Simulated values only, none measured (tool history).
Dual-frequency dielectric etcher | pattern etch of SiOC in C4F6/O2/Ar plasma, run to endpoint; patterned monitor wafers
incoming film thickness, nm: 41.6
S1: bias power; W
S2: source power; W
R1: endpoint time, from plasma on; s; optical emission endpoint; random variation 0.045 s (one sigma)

| run | day | S1 | S2 | R1 |
|---|---|---|---|---|
| 1 | 0 | 507 | 460 | 12.916 |
| 2 | 0.2 | 507 | 510 | 12.142 |
| 3 | 0.467 | 537 | 510 | 11.865 |
| 4 | 0.55 | 537 | 450 | 12.771 |
| 5 | 0.683 | 573 | 460 | 12.079 |
| 6 | 0.833 | 573 | 380 | 13.666 |
| 7 | 0.979 | 604 | 400 | 12.906 |

The next listed run, before its measurement:
| 8 | 1.008 | 628 | 420 | ? |

R1: 12.31 s

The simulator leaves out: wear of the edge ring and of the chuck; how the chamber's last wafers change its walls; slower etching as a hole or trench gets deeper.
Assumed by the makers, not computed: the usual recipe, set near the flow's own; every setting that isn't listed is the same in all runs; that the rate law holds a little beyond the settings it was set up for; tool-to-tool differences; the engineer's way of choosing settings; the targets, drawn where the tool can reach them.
